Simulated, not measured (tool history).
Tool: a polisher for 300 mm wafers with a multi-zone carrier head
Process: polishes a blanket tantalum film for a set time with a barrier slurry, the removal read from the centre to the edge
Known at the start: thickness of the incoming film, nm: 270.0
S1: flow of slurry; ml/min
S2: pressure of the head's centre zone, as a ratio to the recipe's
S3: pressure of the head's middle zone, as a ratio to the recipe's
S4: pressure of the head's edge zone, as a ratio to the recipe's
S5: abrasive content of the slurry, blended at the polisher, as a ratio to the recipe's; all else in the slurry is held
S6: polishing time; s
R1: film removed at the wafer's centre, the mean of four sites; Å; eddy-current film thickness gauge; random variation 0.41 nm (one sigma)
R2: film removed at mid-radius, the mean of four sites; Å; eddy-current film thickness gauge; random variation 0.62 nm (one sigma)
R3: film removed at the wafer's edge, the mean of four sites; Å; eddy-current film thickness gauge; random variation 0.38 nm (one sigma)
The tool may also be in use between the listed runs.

Run 1, day 0: S1 220 ml/min, S2 1, S3 1, S4 1, S5 1, S6 87 s. Result: R1 764.01 Å, R2 791.22 Å, R3 826.03 Å.
Run 2, day 0.067: S1 220 ml/min, S2 1, S3 0.99, S4 0.98, S5 0.95, S6 84 s. Result: R1 721.99 Å, R2 742.45 Å, R3 784.23 Å.
Run 3, day 0.125: S1 220 ml/min, S2 1, S3 0.95, S4 0.98, S5 0.95, S6 84 s. Result: R1 716.16 Å, R2 712.75 Å, R3 783.28 Å.
Run 4, day 0.321: S1 220 ml/min, S2 1.01, S3 0.96, S4 0.96, S5 0.9, S6 82 s. Result: R1 699.53 Å, R2 690.68 Å, R3 736.04 Å.
Run 5, day 0.525: S1 220 ml/min, S2 1.01, S3 0.96, S4 0.96, S5 0.9, S6 72 s. Result: R1 608.85 Å, R2 612.79 Å, R3 645.21 Å.
Run 6, day 0.596: S1 220 ml/min, S2 1.01, S3 0.96, S4 0.96, S5 0.9, S6 86 s. Result: R1 718.43 Å, R2 726.1 Å, R3 769.11 Å.
At day 0.833: edge zone pressure recalibrated.
Run 7, day 0.833: S1 220 ml/min, S2 1.02, S3 0.95, S4 0.94, S5 0.85, S6 85 s. Result: R1 707.93 Å, R2 690.61 Å, R3 685.01 Å.
Run 8, day 1.167: S1 215 ml/min, S2 1.01, S3 0.93, S4 0.92, S5 0.85, S6 85 s. Result: R1 694 Å, R2 666.57 Å, R3 693.39 Å.
Run 9, day 1.308: S1 210 ml/min, S2 1, S3 0.92, S4 0.9, S5 0.8, S6 85 s. Result: R1 661.88 Å, R2 646.15 Å, R3 650.32 Å.

The next listed run, before its measurement:
Run 10, day 1.471: S1 155 ml/min, S2 0.94, S3 0.82, S4 0.84, S5 0.65, S6 83 s. Result: R1 ?, R2 ?, R3 ?.

Run 10 gave R1 491.71 Å, R2 465.21 Å, R3 509.25 Å.
